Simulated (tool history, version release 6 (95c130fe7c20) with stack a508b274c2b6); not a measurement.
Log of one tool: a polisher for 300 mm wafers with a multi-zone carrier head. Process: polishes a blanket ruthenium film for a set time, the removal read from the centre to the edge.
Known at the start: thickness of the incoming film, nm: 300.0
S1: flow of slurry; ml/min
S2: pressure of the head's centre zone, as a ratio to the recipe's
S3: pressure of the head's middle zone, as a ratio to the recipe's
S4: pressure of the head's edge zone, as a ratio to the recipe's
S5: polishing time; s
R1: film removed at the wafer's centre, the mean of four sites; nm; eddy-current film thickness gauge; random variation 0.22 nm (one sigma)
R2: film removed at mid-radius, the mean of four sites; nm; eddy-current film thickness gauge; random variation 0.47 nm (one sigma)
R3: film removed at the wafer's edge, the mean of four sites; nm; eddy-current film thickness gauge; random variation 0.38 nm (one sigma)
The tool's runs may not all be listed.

run 1 day=0.000 | S1=290 S2=1.00 S3=1.00 S4=1.00 S5=63 | R1=59.595 R2=59.844 R3=58.554
run 2 day=0.333 | S1=285 S2=0.98 S3=0.98 S4=0.99 S5=60 | R1=55.430 R2=54.551 R3=56.896
run 3 day=0.612 | S1=315 S2=0.98 S3=0.98 S4=0.99 S5=60 | R1=56.231 R2=55.264 R3=56.620
run 4 day=0.667 | S1=345 S2=0.98 S3=0.98 S4=0.99 S5=60 | R1=56.149 R2=56.442 R3=56.700
run 5 day=0.775 | S1=345 S2=0.97 S3=0.98 S4=0.98 S5=57 | R1=53.564 R2=52.720 R3=53.916
run 6 day=1.054 | S1=345 S2=0.97 S3=0.98 S4=0.98 S5=42 | R1=39.698 R2=40.277 R3=40.013
run 7 day=1.088 | S1=340 S2=0.95 S3=0.97 S4=0.97 S5=42 | R1=38.492 R2=39.615 R3=39.655
run 8 day=1.188 | S1=335 S2=0.94 S3=0.96 S4=0.96 S5=42 | R1=38.203 R2=38.450 R3=39.577
run 9 day=1.483 | S1=330 S2=0.93 S3=0.96 S4=0.95 S5=42 | R1=37.855 R2=39.050 R3=39.155
run 10 day=1.650 | S1=325 S2=0.92 S3=0.95 S4=0.95 S5=42 | R1=37.384 R2=37.437 R3=39.337
run 11 day=1.992 | S1=320 S2=0.91 S3=0.95 S4=0.95 S5=42 | R1=37.205 R2=38.090 R3=39.021
run 12 day=2.350 | S1=315 S2=0.90 S3=0.94 S4=0.95 S5=42 | R1=36.297 R2=38.299 R3=39.374
run 13 day=2.479 | S1=310 S2=0.89 S3=0.93 S4=0.94 S5=42 | R1=35.538 R2=36.267 R3=38.617
run 14 day=2.604 | S1=305 S2=0.88 S3=0.93 S4=0.94 S5=42 | R1=35.786 R2=36.866 R3=38.587

Forecast run 15:
run 15 day=2.754 | S1=305 S2=0.88 S3=0.93 S4=0.94 S5=42 | R1=? R2=? R3=?

{"run 15": {"R1": 35.626, "R2": 36.77, "R3": 38.432}}

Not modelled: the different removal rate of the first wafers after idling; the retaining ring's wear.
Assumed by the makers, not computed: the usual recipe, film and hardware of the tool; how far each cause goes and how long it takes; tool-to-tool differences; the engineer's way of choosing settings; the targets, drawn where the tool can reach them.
